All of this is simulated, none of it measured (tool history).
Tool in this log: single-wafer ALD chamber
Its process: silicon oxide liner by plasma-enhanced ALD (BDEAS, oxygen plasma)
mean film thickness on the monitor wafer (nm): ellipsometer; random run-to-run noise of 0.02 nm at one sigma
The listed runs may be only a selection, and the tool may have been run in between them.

run	hour	heater temperature setpoint (°C)	number of ALD cycles (cycles)	mean film thickness on the monitor wafer (nm)
1	0.0	315	83	7.2881
2	6.3	315	85	7.4243
3	11.3	315	87	7.5913
4	12.6	324	87	7.5171
5	14.6	324	89	7.6737
6	17.2	315	89	7.7945
7	26.0	315	90	7.9053

What will run 8 give?
8	34.9	315	91	?

Run 8 yielded mean film thickness on the monitor wafer (nm) 7.9139.
